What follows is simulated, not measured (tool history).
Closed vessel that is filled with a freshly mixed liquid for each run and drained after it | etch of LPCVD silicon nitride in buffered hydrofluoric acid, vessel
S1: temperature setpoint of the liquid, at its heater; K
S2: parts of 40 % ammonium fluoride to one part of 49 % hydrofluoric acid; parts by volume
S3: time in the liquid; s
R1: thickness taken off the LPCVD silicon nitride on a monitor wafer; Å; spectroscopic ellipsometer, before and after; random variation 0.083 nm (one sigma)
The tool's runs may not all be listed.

Run 1, hour 0: S1 298.15 K, S2 16.5 parts by volume, S3 745 s. Result: R1 73.993 Å.
Run 2, hour 6.2: S1 300.65 K, S2 14.5 parts by volume, S3 745 s. Result: R1 96.6 Å.
Run 3, hour 9.1: S1 302.15 K, S2 13.5 parts by volume, S3 745 s. Result: R1 112.18 Å.
Run 4, hour 11.5: S1 302.15 K, S2 17 parts by volume, S3 745 s. Result: R1 89.477 Å.
Run 5, hour 17.4: S1 303.15 K, S2 15 parts by volume, S3 745 s. Result: R1 105.75 Å.
Run 6, hour 23.1: S1 303.15 K, S2 15 parts by volume, S3 535 s. Result: R1 77.233 Å.
Run 7, hour 27.2: S1 303.15 K, S2 15 parts by volume, S3 535 s. Result: R1 76.54 Å.
Run 8, hour 29.9: S1 303.65 K, S2 12 parts by volume, S3 550 s. Result: R1 100.55 Å.
Run 9, hour 37.4: S1 304.15 K, S2 10 parts by volume, S3 555 s. Result: R1 123.87 Å.
Run 10, hour 41.1: S1 304.65 K, S2 9 parts by volume, S3 555 s. Result: R1 135.94 Å.
Run 11, hour 50.2: S1 304.65 K, S2 8.5 parts by volume, S3 555 s. Result: R1 143.72 Å.
Run 12, hour 52.4: S1 305.15 K, S2 8 parts by volume, S3 555 s. Result: R1 159.08 Å.

The next listed run, before its measurement:
Run 13, hour 54.3: S1 304.65 K, S2 8 parts by volume, S3 555 s. Result: R1 ?.

Run 13 gave R1 156.62 Å.

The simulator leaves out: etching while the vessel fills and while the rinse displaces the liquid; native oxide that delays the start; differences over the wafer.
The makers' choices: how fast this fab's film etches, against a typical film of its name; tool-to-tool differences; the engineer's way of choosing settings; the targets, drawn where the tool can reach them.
